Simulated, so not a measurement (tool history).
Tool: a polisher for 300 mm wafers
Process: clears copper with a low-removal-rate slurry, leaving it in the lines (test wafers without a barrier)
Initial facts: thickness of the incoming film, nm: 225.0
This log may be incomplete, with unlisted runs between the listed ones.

run  hour  flow of slurry (ml/min)  pressure of the wafer on the pad (psi)  speed of the pad under the wafer (m/s)  abrasive content of the slurry  overpolish time after the end point (s)  time until the end point was called (s)  dishing of a wide line in a test structure (angstrom)
  1     0                      225                                       2                                     1.2                               1                                       14                                   80.656                                                 290.77
  2   5.9                      225                                     1.8                                     1.2                               1                                       14                                   89.767                                                 263.01
  3  10.6                      255                                     1.8                                     1.2                               1                                       14                                   89.081                                                  269.5
  4  16.2                      255                                     1.7                                     1.2                               1                                       14                                   93.782                                                 256.99
  5  24.4                      255                                     1.7                                     1.2                               1                                       17                                   95.036                                                 298.65
  6    33                      255                                     1.7                                     1.2                             1.2                                       17                                   86.858                                                 318.79
  7  37.7                      255                                     1.6                                     1.2                             1.2                                       16                                     93.4                                                    292
  8  44.4                      255                                     1.5                                     1.2                             1.2                                       15                                   102.37                                                 253.37

Forecast run 9:
  9  47.1                      255                                     1.4                                     1.2                             1.2                                       14                                        ?                                                      ?

{"run 9": {"time until the end point was called (s)": 110.21, "dishing of a wide line in a test structure (angstrom)": 221.78}}

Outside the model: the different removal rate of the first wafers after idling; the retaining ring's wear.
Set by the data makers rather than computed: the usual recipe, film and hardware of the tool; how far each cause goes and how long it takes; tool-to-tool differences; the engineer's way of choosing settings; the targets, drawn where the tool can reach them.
